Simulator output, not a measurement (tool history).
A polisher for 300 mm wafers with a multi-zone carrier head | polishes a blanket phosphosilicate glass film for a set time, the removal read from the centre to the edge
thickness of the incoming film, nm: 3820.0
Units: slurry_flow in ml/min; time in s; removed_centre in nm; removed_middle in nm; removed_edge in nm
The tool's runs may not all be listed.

run	hour	slurry_flow	centre_zone	middle_zone	edge_zone	slurry_solids	time	removed_centre	removed_middle	removed_edge
1	0	135	1	1	1	1	80	908.53	912.84	925.01
2	6.5	135	1	1	1	1	69	790.87	777.05	790.68
3	15.3	145	1	0.97	1.06	1.05	69	822.38	800.56	835.19
4	15.9	145	1	0.97	1.1	1.05	69	815.01	808.08	870.64
5	20.5	115	1	0.97	1.1	1.05	69	767.1	754.76	845.36
6	21.4	115	0.95	0.97	1.1	1.05	69	739.86	765.93	832.49
7	23.8	120	0.99	0.96	1.13	1.1	69	806.25	783.68	870.67

The next listed run, before its measurement:
8	25.9	115	0.99	0.94	1.15	1.15	70	?	?	?

{"run 8": {"removed_centre": 818.37, "removed_middle": 785.87, "removed_edge": 906.87}}

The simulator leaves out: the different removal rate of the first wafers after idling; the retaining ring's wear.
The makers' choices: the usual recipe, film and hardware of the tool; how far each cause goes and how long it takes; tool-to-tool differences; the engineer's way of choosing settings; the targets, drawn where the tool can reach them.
